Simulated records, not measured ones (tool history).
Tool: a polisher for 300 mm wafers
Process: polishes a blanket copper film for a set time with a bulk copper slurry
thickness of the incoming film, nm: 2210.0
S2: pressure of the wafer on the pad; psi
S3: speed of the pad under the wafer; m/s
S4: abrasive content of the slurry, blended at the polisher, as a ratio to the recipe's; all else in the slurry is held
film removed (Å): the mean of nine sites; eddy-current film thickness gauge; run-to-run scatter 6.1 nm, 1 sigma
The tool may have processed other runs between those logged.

run 1 day=0 | flow_of_slurry_(ml/min)=190 S2=1.8 S3=1.42 S4=1 polishing_time_(s)=58 | film_removed_(Å)=4987.7
run 2 day=0.262 | flow_of_slurry_(ml/min)=195 S2=1.9 S3=1.42 S4=1 polishing_time_(s)=58 | film_removed_(Å)=5286.8
run 3 day=0.508 | flow_of_slurry_(ml/min)=195 S2=1.9 S3=1.42 S4=1 polishing_time_(s)=52 | film_removed_(Å)=4752.5
run 4 day=0.683 | flow_of_slurry_(ml/min)=195 S2=1.9 S3=1.3 S4=1 polishing_time_(s)=52 | film_removed_(Å)=4339.5
run 5 day=0.929 | flow_of_slurry_(ml/min)=195 S2=2.1 S3=1.32 S4=1 polishing_time_(s)=52 | film_removed_(Å)=4740.1
run 6 day=1.125 | flow_of_slurry_(ml/min)=195 S2=2.1 S3=1.32 S4=1.2 polishing_time_(s)=52 | film_removed_(Å)=4992.3
run 7 day=1.279 | flow_of_slurry_(ml/min)=195 S2=2.2 S3=1.34 S4=1.2 polishing_time_(s)=52 | film_removed_(Å)=5222.5

Run 8, settings as shown, results not yet in. Your forecast:
run 8 day=1.625 | flow_of_slurry_(ml/min)=220 S2=2.7 S3=1.4 S4=1.2 polishing_time_(s)=52 | film_removed_(Å)=?

Run 8 measured film removed (Å) 6606.3.
